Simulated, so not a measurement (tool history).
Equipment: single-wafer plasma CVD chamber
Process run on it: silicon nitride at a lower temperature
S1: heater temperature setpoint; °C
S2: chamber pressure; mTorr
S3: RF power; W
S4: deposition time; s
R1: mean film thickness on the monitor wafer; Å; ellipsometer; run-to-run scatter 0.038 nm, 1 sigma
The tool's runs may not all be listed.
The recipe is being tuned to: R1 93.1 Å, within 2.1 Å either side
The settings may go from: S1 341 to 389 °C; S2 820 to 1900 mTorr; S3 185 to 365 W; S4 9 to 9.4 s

run	day	S1	S2	S3	S4	R1
1	0	365	1360	275	9.4	106.89
2	0.267	358	1360	275	9.4	107.26
3	0.525	358	1130	275	9.4	101.34
4	0.662	358	1130	305	9.4	106.46
5	0.992	358	1130	265	9.4	99.843
6	1.108	358	1090	265	9.4	98.431
7	1.304	358	1060	265	9.4	97.459
8	1.362	358	1030	265	9.4	97.141
9	1.429	358	1010	265	9.4	96.1

Of the 5 settings listed for the next run, only one would bring every result within its allowed miss of target. Which one?
A	1.496	360	1110	275	9.4	?
B	1.496	362	1040	270	9	?
C	1.496	354	1200	245	9.4	?
D	1.496	358	1060	280	9.4	?
E	1.496	352	1100	230	9	?

move	R1
A	100.71
B	93.592
C	98.356
D	100.07
E	89.262
A: the biggest miss grows against the last run
B: every result within its allowed miss
C: the biggest miss grows against the last run
D: the biggest miss grows against the last run
E: carries the result that was furthest off beyond its target, to the other side
B is the move that brings every result within its allowed miss.

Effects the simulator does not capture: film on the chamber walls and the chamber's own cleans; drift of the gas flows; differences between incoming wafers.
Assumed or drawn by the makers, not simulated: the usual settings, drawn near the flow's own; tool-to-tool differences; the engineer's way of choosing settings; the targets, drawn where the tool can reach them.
